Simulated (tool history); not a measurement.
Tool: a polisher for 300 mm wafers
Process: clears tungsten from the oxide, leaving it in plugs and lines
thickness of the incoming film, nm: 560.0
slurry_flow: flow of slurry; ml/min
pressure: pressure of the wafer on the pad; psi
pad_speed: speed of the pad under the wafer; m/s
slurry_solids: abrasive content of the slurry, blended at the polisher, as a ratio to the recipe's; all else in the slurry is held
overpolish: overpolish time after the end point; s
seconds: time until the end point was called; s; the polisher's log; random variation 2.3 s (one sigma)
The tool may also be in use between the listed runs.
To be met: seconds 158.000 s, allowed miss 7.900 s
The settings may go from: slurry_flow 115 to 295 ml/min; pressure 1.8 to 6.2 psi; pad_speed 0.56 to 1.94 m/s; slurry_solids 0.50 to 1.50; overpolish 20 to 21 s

Run 1, hour 0.0: slurry_flow 190 ml/min, pressure 4.0 psi, pad_speed 1.24 m/s, slurry_solids 1.00, overpolish 20 s. Result: seconds 97.556 s.
Run 2, hour 4.2: slurry_flow 190 ml/min, pressure 3.7 psi, pad_speed 1.24 m/s, slurry_solids 1.00, overpolish 20 s. Result: seconds 107.450 s.
Run 3, hour 8.3: slurry_flow 190 ml/min, pressure 3.4 psi, pad_speed 1.24 m/s, slurry_solids 1.00, overpolish 20 s. Result: seconds 117.610 s.
Run 4, hour 13.0: slurry_flow 190 ml/min, pressure 3.2 psi, pad_speed 1.24 m/s, slurry_solids 1.00, overpolish 20 s. Result: seconds 122.980 s.
Run 5, hour 21.4: slurry_flow 190 ml/min, pressure 3.2 psi, pad_speed 1.36 m/s, slurry_solids 1.00, overpolish 20 s. Result: seconds 111.340 s.
Run 6, hour 22.1: slurry_flow 190 ml/min, pressure 3.2 psi, pad_speed 1.36 m/s, slurry_solids 0.90, overpolish 20 s. Result: seconds 112.190 s.
Run 7, hour 23.1: slurry_flow 190 ml/min, pressure 3.0 psi, pad_speed 1.36 m/s, slurry_solids 0.90, overpolish 20 s. Result: seconds 121.130 s.
Run 8, hour 31.2: slurry_flow 190 ml/min, pressure 3.0 psi, pad_speed 1.36 m/s, slurry_solids 0.90, overpolish 20 s. Result: seconds 119.430 s.
Run 9, hour 34.3: slurry_flow 190 ml/min, pressure 2.8 psi, pad_speed 1.36 m/s, slurry_solids 0.90, overpolish 20 s. Result: seconds 130.770 s.
Run 10, hour 36.9: slurry_flow 190 ml/min, pressure 2.7 psi, pad_speed 1.36 m/s, slurry_solids 0.90, overpolish 20 s. Result: seconds 133.140 s.
Run 11, hour 39.2: slurry_flow 190 ml/min, pressure 2.6 psi, pad_speed 1.36 m/s, slurry_solids 0.90, overpolish 20 s. Result: seconds 138.210 s.
Run 12, hour 46.9: slurry_flow 190 ml/min, pressure 2.0 psi, pad_speed 1.34 m/s, slurry_solids 0.90, overpolish 20 s. Result: seconds 175.980 s.
Run 13, hour 49.9: slurry_flow 190 ml/min, pressure 2.1 psi, pad_speed 1.34 m/s, slurry_solids 0.90, overpolish 20 s. Result: seconds 171.850 s.

Which of these 5 next moves meets every target?
Run A, hour 52.9: slurry_flow 175 ml/min, pressure 2.0 psi, pad_speed 1.30 m/s, slurry_solids 0.90, overpolish 20 s. Result: seconds ?.
Run B, hour 52.9: slurry_flow 190 ml/min, pressure 2.3 psi, pad_speed 1.36 m/s, slurry_solids 0.85, overpolish 21 s. Result: seconds ?.
Run C, hour 52.9: slurry_flow 245 ml/min, pressure 1.9 psi, pad_speed 1.30 m/s, slurry_solids 0.95, overpolish 21 s. Result: seconds ?.
Run D, hour 52.9: slurry_flow 135 ml/min, pressure 1.8 psi, pad_speed 1.60 m/s, slurry_solids 0.95, overpolish 20 s. Result: seconds ?.
Run E, hour 52.9: slurry_flow 190 ml/min, pressure 2.0 psi, pad_speed 1.30 m/s, slurry_solids 0.95, overpolish 20 s. Result: seconds ?.

move  seconds
   A  191.120
   B  159.520
   C  189.900
   D  179.790
   E  187.120
A: further off than the last run
B: meets every target
C: further off than the last run
D: further off than the last run
E: further off than the last run
Answer: B

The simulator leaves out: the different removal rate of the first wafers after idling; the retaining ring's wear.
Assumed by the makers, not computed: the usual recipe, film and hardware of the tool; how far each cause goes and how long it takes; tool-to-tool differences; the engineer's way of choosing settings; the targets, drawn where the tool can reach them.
